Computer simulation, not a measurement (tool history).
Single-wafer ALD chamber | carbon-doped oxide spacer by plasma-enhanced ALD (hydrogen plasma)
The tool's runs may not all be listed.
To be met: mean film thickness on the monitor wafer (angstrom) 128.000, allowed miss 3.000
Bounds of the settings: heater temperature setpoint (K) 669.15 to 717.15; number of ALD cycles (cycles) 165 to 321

run    day  heater temperature setpoint (K)  number of ALD cycles (cycles)  mean film thickness on the monitor wafer (angstrom)
  1  0.000                           693.15                            243                                              107.750
  2  0.317                           693.15                            216                                               95.109
  3  0.571                           692.15                            222                                               98.937
  4  0.708                           688.15                            222                                               99.514
  5  0.758                           688.15                            207                                               92.645
     0.988  -- thermocouple changed; heater temperature recalibrated
  6  0.988                           687.15                            214                                               98.193
  7  1.179                           685.15                            218                                              101.090
  8  1.425                           684.15                            221                                              102.100
  9  1.708                           683.15                            225                                              104.400
 10  2.025                           682.15                            229                                              106.950
 11  2.188                           681.15                            232                                              108.110

4 next moves are on the table. One of them brings every result within its allowed miss. Which?
  A  2.350                           692.15                            175                                                    ?
  B  2.350                           678.15                            271                                                    ?
  C  2.350                           673.15                            281                                                    ?
  D  2.350                           681.15                            213                                                    ?

move  mean film thickness on the monitor wafer (angstrom)
   A                                               79.259
   B                                              127.770
   C                                              134.350
   D                                               99.577
A: further off than the last run
B: meets every target
C: takes the result that was furthest off past its target
D: further off than the last run
The right move is B.

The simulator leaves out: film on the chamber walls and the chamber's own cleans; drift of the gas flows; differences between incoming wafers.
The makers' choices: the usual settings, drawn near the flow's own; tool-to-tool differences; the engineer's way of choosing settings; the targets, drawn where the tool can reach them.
